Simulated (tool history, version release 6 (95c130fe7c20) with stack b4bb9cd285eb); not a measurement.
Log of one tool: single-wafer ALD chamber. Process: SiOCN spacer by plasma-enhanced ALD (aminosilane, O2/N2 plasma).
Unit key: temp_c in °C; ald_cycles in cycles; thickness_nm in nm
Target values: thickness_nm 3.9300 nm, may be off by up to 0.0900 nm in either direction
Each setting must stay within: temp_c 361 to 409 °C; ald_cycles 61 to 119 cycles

run	hour	temp_c	ald_cycles	thickness_nm
1	0.0	385	90	5.3289
2	3.9	385	83	4.9189
3	12.3	377	83	4.9134
4	19.0	377	79	4.6861
5	22.7	377	76	4.4980
6	24.5	377	74	4.4423
7	25.1	377	72	4.3040
8	33.7	377	70	4.1762
9	38.1	377	69	4.1218
10	45.7	377	68	4.0525

Of the 4 settings listed for the next run, only one would bring every result within its allowed miss of target. Which one?
A	53.3	383	71	?
B	53.3	379	71	?
C	53.3	369	70	?
D	53.3	388	66	?

move	thickness_nm
A	4.1835
B	4.1835
C	4.1245
D	3.8888
A: the biggest miss grows against the last run
B: the biggest miss grows against the last run
C: the biggest miss grows against the last run
D: every result lands within tolerance
So the answer is move D, the one that meets all the targets.
